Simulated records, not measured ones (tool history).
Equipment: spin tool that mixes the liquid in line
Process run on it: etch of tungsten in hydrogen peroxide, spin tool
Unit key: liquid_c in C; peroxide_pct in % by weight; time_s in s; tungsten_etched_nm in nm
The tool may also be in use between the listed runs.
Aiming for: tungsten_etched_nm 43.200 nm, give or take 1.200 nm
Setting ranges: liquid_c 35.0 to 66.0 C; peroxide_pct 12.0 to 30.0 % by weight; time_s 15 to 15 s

Run 1, hour 0.0: liquid_c 51.0 C, peroxide_pct 22.0 % by weight, time_s 15 s. Result: tungsten_etched_nm 25.372 nm.
Run 2, hour 2.6: liquid_c 51.0 C, peroxide_pct 20.0 % by weight, time_s 15 s. Result: tungsten_etched_nm 24.155 nm.
Run 3, hour 7.8: liquid_c 47.5 C, peroxide_pct 20.0 % by weight, time_s 15 s. Result: tungsten_etched_nm 19.785 nm.
Run 4, hour 16.4: liquid_c 49.0 C, peroxide_pct 20.0 % by weight, time_s 15 s. Result: tungsten_etched_nm 21.728 nm.
Run 5, hour 18.1: liquid_c 50.5 C, peroxide_pct 20.0 % by weight, time_s 15 s. Result: tungsten_etched_nm 23.718 nm.
Run 6, hour 25.8: liquid_c 51.5 C, peroxide_pct 20.0 % by weight, time_s 15 s. Result: tungsten_etched_nm 24.838 nm.
Run 7, hour 29.5: liquid_c 52.5 C, peroxide_pct 20.0 % by weight, time_s 15 s. Result: tungsten_etched_nm 26.865 nm.
Run 8, hour 35.7: liquid_c 53.5 C, peroxide_pct 20.0 % by weight, time_s 15 s. Result: tungsten_etched_nm 28.632 nm.
Run 9, hour 43.9: liquid_c 54.0 C, peroxide_pct 20.0 % by weight, time_s 15 s. Result: tungsten_etched_nm 29.376 nm.
Run 10, hour 50.1: liquid_c 54.0 C, peroxide_pct 20.0 % by weight, time_s 15 s. Result: tungsten_etched_nm 29.433 nm.
Run 11, hour 57.9: liquid_c 61.5 C, peroxide_pct 20.0 % by weight, time_s 15 s. Result: tungsten_etched_nm 45.197 nm.

Which of these 4 next moves meets every target?
Run A, hour 65.7: liquid_c 63.5 C, peroxide_pct 19.0 % by weight, time_s 15 s. Result: tungsten_etched_nm ?.
Run B, hour 65.7: liquid_c 63.0 C, peroxide_pct 18.5 % by weight, time_s 15 s. Result: tungsten_etched_nm ?.
Run C, hour 65.7: liquid_c 62.0 C, peroxide_pct 17.0 % by weight, time_s 15 s. Result: tungsten_etched_nm ?.
Run D, hour 65.7: liquid_c 62.0 C, peroxide_pct 19.0 % by weight, time_s 15 s. Result: tungsten_etched_nm ?.

move  tungsten_etched_nm
   A              49.544
   B              47.528
   C              43.052
   D              45.514
A: the biggest miss grows against the last run
B: the biggest miss grows against the last run
C: hits every target within its allowed miss
D: the biggest miss grows against the last run
The right move is C.
